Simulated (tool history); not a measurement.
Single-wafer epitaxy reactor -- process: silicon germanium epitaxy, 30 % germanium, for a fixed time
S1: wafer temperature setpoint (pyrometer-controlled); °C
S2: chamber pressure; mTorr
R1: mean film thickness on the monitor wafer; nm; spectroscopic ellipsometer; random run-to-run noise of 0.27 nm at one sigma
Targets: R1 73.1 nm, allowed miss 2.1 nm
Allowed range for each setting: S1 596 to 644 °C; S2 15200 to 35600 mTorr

| run | hour | S1 | S2 | R1 |
|---|---|---|---|---|
| 1 | 0 | 620 | 25400 | 91.066 |
| 2 | 1 | 618 | 25300 | 87.959 |
| 3 | 2.8 | 617 | 25200 | 85.662 |
| 4 | 6.1 | 616 | 25100 | 83.965 |
| 5 | 7.3 | 621 | 25100 | 92.291 |
| 6 | 10 | 616 | 25100 | 84.508 |
| 7 | 18.9 | 615 | 25000 | 82.031 |
| 8 | 26.8 | 614 | 25000 | 80.445 |
| 9 | 33.7 | 613 | 25000 | 78.889 |

Below are 4 possible settings for the next run. Only one of them brings all results inside the allowed miss of their targets. Which is it?
| A | 40.6 | 618 | 20100 | ? |
| B | 40.6 | 614 | 26400 | ? |
| C | 40.6 | 618 | 26800 | ? |
| D | 40.6 | 616 | 18800 | ? |

| move | R1 |
|---|---|
| A | 78.416 |
| B | 82.41 |
| C | 89.938 |
| D | 72.883 |
A: closer than the last run, but not yet in spec
B: moves away from the targets compared with the last run
C: moves away from the targets compared with the last run
D: all results land within tolerance of their targets
The right move is D.
